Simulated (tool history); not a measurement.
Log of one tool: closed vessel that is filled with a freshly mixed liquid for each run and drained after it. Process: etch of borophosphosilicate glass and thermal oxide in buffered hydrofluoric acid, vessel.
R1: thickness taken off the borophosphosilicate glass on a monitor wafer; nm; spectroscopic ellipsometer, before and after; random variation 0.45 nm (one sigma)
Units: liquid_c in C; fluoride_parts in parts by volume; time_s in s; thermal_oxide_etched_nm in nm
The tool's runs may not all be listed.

{"run": 1, "hour": 0.0, "liquid_c": 25, "fluoride_parts": 14, "time_s": 60, "R1": 109.21, "thermal_oxide_etched_nm": 49.106}
{"run": 2, "hour": 8.1, "liquid_c": 28.5, "fluoride_parts": 14, "time_s": 60, "R1": 132.47, "thermal_oxide_etched_nm": 60.251}
{"run": 3, "hour": 15.6, "liquid_c": 28.5, "fluoride_parts": 14, "time_s": 70, "R1": 154.37, "thermal_oxide_etched_nm": 68.772}
{"run": 4, "hour": 23.8, "liquid_c": 30, "fluoride_parts": 14, "time_s": 70, "R1": 166.35, "thermal_oxide_etched_nm": 75.122}
{"run": 5, "hour": 30.4, "liquid_c": 30, "fluoride_parts": 14, "time_s": 50, "R1": 119.47, "thermal_oxide_etched_nm": 53.229}
{"run": 6, "hour": 35.9, "liquid_c": 28.5, "fluoride_parts": 14, "time_s": 50, "R1": 108.59, "thermal_oxide_etched_nm": 49.58}
{"run": 7, "hour": 42.8, "liquid_c": 28.5, "fluoride_parts": 14, "time_s": 50, "R1": 110.25, "thermal_oxide_etched_nm": 48.971}
{"run": 8, "hour": 50.3, "liquid_c": 27.5, "fluoride_parts": 14, "time_s": 50, "R1": 104.48, "thermal_oxide_etched_nm": 47.262}
{"run": 9, "hour": 54.1, "liquid_c": 27, "fluoride_parts": 14, "time_s": 50, "R1": 101.73, "thermal_oxide_etched_nm": 46.084}
{"run": 10, "hour": 58.3, "liquid_c": 26.5, "fluoride_parts": 14, "time_s": 50, "R1": 98.334, "thermal_oxide_etched_nm": 44.784}
{"run": 11, "hour": 65.3, "liquid_c": 26, "fluoride_parts": 14, "time_s": 50, "R1": 96.242, "thermal_oxide_etched_nm": 42.392}
{"run": 12, "hour": 68.6, "liquid_c": 25.5, "fluoride_parts": 14, "time_s": 50, "R1": 92.63, "thermal_oxide_etched_nm": 41.568}
{"run": 13, "hour": 72.2, "liquid_c": 25.5, "fluoride_parts": 14, "time_s": 50, "R1": 93.972, "thermal_oxide_etched_nm": 42.698}

Forecast run 14:
{"run": 14, "hour": 78.7, "liquid_c": 25, "fluoride_parts": 14, "time_s": 50, "R1": "?", "thermal_oxide_etched_nm": "?"}

{"run 14": {"R1": 91.822, "thermal_oxide_etched_nm": 41.11}}

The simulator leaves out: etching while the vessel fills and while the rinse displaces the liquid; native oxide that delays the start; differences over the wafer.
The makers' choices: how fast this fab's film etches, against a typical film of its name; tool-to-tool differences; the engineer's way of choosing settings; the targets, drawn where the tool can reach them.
